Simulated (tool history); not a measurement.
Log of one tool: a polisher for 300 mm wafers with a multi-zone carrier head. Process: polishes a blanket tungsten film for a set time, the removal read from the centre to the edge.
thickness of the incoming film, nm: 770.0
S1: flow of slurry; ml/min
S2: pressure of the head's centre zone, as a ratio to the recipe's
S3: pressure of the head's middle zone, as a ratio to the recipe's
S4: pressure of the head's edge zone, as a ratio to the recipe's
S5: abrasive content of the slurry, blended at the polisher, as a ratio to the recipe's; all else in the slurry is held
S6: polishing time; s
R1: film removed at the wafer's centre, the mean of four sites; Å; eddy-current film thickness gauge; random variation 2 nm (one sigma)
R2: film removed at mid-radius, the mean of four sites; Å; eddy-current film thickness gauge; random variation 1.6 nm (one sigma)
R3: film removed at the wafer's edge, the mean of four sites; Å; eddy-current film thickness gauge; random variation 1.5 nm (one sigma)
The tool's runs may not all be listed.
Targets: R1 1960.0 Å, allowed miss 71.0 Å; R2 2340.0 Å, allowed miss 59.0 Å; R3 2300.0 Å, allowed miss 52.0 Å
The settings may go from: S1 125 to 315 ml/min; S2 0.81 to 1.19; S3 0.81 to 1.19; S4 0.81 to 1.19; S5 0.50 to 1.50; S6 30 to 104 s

run,hour,S1,S2,S3,S4,S5,S6,R1,R2,R3
1,0.0,205,1.00,1.00,1.00,1.00,67,2870.0,2807.3,2833.6
2,5.7,205,1.00,0.95,1.00,1.00,67,2818.3,2706.4,2809.7
3,6.6,190,0.95,0.95,0.97,0.90,67,2570.4,2583.8,2710.1
4,15.6,190,1.03,0.95,0.97,0.90,67,2800.9,2618.3,2623.6
5,24.5,180,0.98,0.96,0.94,0.85,67,2623.2,2539.6,2579.1
6,28.4,175,0.94,0.99,0.93,0.75,66,2394.9,2421.1,2401.7
7,36.5,165,0.91,1.01,0.94,0.75,66,2227.0,2435.1,2422.3
8,42.6,160,0.90,1.01,0.93,0.75,66,2205.0,2430.2,2368.3
9,43.6,155,0.89,1.01,0.93,0.75,66,2135.5,2431.5,2362.9
10,48.4,150,0.88,1.00,0.93,0.75,66,2106.8,2393.3,2358.1
11,53.0,145,0.87,1.00,0.93,0.75,66,2066.8,2371.6,2357.0
12,56.1,140,0.86,1.00,0.93,0.75,66,2040.1,2365.8,2319.7

Which of these 5 next moves meets every target?
A,59.2,140,0.81,1.02,0.97,0.85,64,?,?,?
B,59.2,125,0.81,1.11,0.98,0.75,67,?,?,?
C,59.2,170,0.91,0.97,0.97,0.85,61,?,?,?
D,59.2,125,0.83,0.99,0.88,1.15,60,?,?,?
E,59.2,125,0.88,1.12,0.92,0.80,65,?,?,?

move,R1,R2,R3
A,1963.0,2403.8,2383.9
B,1922.4,2486.4,2371.1
C,2200.2,2313.1,2339.3
D,1989.5,2344.3,2281.1
E,2065.7,2470.3,2274.4
A: brings the result that was furthest off to its target, and leaves another outside
B: brings the result that was furthest off to its target, and leaves another outside
C: further off than the last run
D: meets every target
E: further off than the last run
The right move is D.

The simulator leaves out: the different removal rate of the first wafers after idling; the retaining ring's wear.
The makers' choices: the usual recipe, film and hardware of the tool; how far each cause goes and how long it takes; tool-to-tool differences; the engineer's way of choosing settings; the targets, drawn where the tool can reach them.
